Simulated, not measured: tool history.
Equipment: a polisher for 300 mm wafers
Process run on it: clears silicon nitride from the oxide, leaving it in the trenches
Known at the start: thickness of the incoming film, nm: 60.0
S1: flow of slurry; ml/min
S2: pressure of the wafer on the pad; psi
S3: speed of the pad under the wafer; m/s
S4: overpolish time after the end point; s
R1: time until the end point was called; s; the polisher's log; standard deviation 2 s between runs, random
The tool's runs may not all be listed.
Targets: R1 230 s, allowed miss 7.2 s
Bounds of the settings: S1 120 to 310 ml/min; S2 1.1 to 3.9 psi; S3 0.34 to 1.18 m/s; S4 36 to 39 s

run	hour	S1	S2	S3	S4	R1
1	0	200	2.5	0.76	36	95.612
2	4.1	235	2.5	0.76	36	92.086
3	12.3	235	2.5	0.68	36	103.55
4	17.7	235	2.1	0.68	36	125.18
5	19.2	230	2	0.66	36	134.04
6	21.1	225	1.9	0.64	36	143.65
7	23.4	225	1.8	0.62	36	154.21
8	29.7	205	1.1	0.52	36	301.74
9	33.5	215	1.1	0.52	36	296.9
10	35.7	225	1.1	0.52	36	297.41
11	44.5	225	1.2	0.52	36	278.32
12	45.5	230	1.2	0.52	36	268.57
13	48.6	285	1.5	0.52	36	215.73
14	52.5	280	1.5	0.52	36	217.65
15	54.1	275	1.5	0.52	36	216.49
16	59.2	270	1.5	0.52	36	217.78
17	61.3	265	1.5	0.52	36	215.52
18	68	260	1.5	0.52	36	220.65

5 next moves are on the table. One of them brings every result within its allowed miss. Which?
A	74.7	250	1.5	0.56	36	?
B	74.7	230	1.5	0.54	36	?
C	74.7	305	1.7	0.46	39	?
D	74.7	265	1.6	0.46	39	?
E	74.7	295	1.3	0.6	36	?

move	R1
A	204.93
B	213.75
C	215.97
D	231.44
E	216.68
A: the biggest miss grows against the last run
B: the biggest miss grows against the last run
C: the biggest miss grows against the last run
D: each result inside its tolerance
E: the biggest miss grows against the last run
Correct choice: D, which meets every target
